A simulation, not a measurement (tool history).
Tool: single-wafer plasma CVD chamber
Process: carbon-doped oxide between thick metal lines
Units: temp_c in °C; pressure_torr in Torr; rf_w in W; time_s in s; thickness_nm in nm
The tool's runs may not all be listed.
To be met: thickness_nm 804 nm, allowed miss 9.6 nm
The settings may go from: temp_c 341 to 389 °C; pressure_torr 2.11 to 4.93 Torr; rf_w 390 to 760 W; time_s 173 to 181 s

{"run": 1, "day": 0.0, "temp_c": 365, "pressure_torr": 3.52, "rf_w": 575, "time_s": 181, "thickness_nm": 914.91}
{"run": 2, "day": 0.204, "temp_c": 368, "pressure_torr": 3.24, "rf_w": 565, "time_s": 181, "thickness_nm": 896.67}
{"run": 3, "day": 0.242, "temp_c": 370, "pressure_torr": 3.08, "rf_w": 550, "time_s": 181, "thickness_nm": 870.72}
{"run": 4, "day": 0.429, "temp_c": 372, "pressure_torr": 2.89, "rf_w": 545, "time_s": 181, "thickness_nm": 864.03}
{"run": 5, "day": 0.696, "temp_c": 372, "pressure_torr": 2.89, "rf_w": 545, "time_s": 181, "thickness_nm": 861.13}
{"run": 6, "day": 0.933, "temp_c": 374, "pressure_torr": 2.75, "rf_w": 535, "time_s": 181, "thickness_nm": 845.38}
{"run": 7, "day": 1.146, "temp_c": 376, "pressure_torr": 2.63, "rf_w": 530, "time_s": 181, "thickness_nm": 836.69}
{"run": 8, "day": 1.438, "temp_c": 377, "pressure_torr": 2.53, "rf_w": 525, "time_s": 181, "thickness_nm": 830.27}
{"run": 9, "day": 1.538, "temp_c": 378, "pressure_torr": 2.45, "rf_w": 520, "time_s": 181, "thickness_nm": 818.72}
{"run": 10, "day": 1.712, "temp_c": 378, "pressure_torr": 2.45, "rf_w": 520, "time_s": 181, "thickness_nm": 821.62}
{"run": 11, "day": 1.804, "temp_c": 379, "pressure_torr": 2.39, "rf_w": 520, "time_s": 181, "thickness_nm": 816.32}

4 next moves are on the table. One of them brings every result within its allowed miss. Which?
{"run": "A", "day": 1.896, "temp_c": 380, "pressure_torr": 2.66, "rf_w": 545, "time_s": 178, "thickness_nm": "?"}
{"run": "B", "day": 1.896, "temp_c": 369, "pressure_torr": 2.52, "rf_w": 505, "time_s": 177, "thickness_nm": "?"}
{"run": "C", "day": 1.896, "temp_c": 377, "pressure_torr": 2.47, "rf_w": 535, "time_s": 180, "thickness_nm": "?"}
{"run": "D", "day": 1.896, "temp_c": 379, "pressure_torr": 2.72, "rf_w": 475, "time_s": 181, "thickness_nm": "?"}

move=A thickness_nm=828.97
move=B thickness_nm=800.52
move=C thickness_nm=829.27
move=D thickness_nm=779.07
A: further off than the last run
B: meets every target
C: further off than the last run
D: takes the result that was furthest off past its target
Answer: B
